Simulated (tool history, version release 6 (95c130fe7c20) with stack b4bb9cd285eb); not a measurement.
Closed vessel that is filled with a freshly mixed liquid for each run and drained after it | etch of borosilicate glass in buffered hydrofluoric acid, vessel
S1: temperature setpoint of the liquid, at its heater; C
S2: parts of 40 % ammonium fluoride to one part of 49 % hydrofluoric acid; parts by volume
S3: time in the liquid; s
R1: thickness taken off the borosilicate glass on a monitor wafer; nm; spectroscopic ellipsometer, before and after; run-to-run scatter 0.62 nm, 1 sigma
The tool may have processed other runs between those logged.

| run | hour | S1 | S2 | S3 | R1 |
|---|---|---|---|---|---|
| 1 | 0 | 22 | 20 | 95 | 47.619 |
| 2 | 0.8 | 22 | 20 | 95 | 47.033 |
| 3 | 8.6 | 22 | 20 | 105 | 52.632 |
| 4 | 16.7 | 23 | 20 | 105 | 54.638 |
| 5 | 25.6 | 23 | 15.5 | 105 | 68.237 |
| 6 | 27.6 | 23 | 12.5 | 105 | 84.171 |
| 7 | 34 | 21.5 | 12.5 | 105 | 79.639 |

Forecast run 8:
| 8 | 35.6 | 20.5 | 13 | 105 | ? |

R1: 71.599 nm
